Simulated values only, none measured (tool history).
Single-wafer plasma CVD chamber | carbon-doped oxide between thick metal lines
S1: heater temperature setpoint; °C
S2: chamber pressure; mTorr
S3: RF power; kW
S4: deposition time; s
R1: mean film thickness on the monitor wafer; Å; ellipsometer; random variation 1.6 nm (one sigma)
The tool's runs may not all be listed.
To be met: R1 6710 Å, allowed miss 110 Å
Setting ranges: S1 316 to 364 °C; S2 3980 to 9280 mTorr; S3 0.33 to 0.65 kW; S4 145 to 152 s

Run 1, hour 0: S1 340 °C, S2 6630 mTorr, S3 0.49 kW, S4 152 s. Result: R1 8118.7 Å.
Run 2, hour 7.8: S1 333 °C, S2 6630 mTorr, S3 0.49 kW, S4 152 s. Result: R1 8298.4 Å.
Run 3, hour 16: S1 333 °C, S2 6630 mTorr, S3 0.425 kW, S4 152 s. Result: R1 7665 Å.
Run 4, hour 22.1: S1 338 °C, S2 6260 mTorr, S3 0.41 kW, S4 152 s. Result: R1 7319.7 Å.
Run 5, hour 23.7: S1 346 °C, S2 6260 mTorr, S3 0.41 kW, S4 152 s. Result: R1 7166.7 Å.
Run 6, hour 32.2: S1 340 °C, S2 6260 mTorr, S3 0.41 kW, S4 152 s. Result: R1 7274.4 Å.
Run 7, hour 35.5: S1 344 °C, S2 5980 mTorr, S3 0.405 kW, S4 152 s. Result: R1 7120.9 Å.
Run 8, hour 36.1: S1 347 °C, S2 5780 mTorr, S3 0.4 kW, S4 152 s. Result: R1 6966.9 Å.
Run 9, hour 40.9: S1 347 °C, S2 5780 mTorr, S3 0.4 kW, S4 152 s. Result: R1 6982.8 Å.
Run 10, hour 49.5: S1 349 °C, S2 5640 mTorr, S3 0.4 kW, S4 152 s. Result: R1 6919.6 Å.
Run 11, hour 53.5: S1 351 °C, S2 5530 mTorr, S3 0.4 kW, S4 152 s. Result: R1 6857.3 Å.
Run 12, hour 56.5: S1 352 °C, S2 5460 mTorr, S3 0.4 kW, S4 152 s. Result: R1 6823.8 Å.

Which one of the following 4 next-run settings gets every result inside its allowed miss? There is exactly one.
Run A, hour 59.5: S1 362 °C, S2 5510 mTorr, S3 0.4 kW, S4 152 s. Result: R1 ?.
Run B, hour 59.5: S1 348 °C, S2 6000 mTorr, S3 0.405 kW, S4 149 s. Result: R1 ?.
Run C, hour 59.5: S1 354 °C, S2 5270 mTorr, S3 0.375 kW, S4 152 s. Result: R1 ?.
Run D, hour 59.5: S1 351 °C, S2 5630 mTorr, S3 0.405 kW, S4 152 s. Result: R1 ?.

move      R1
   A  6699.5
   B  6920.9
   C  6512.7
   D    6949
A: each result inside its tolerance
B: moves away from the targets compared with the last run
C: pushes the last run's worst result past its target
D: moves away from the targets compared with the last run
A is the move that brings every result within its allowed miss.
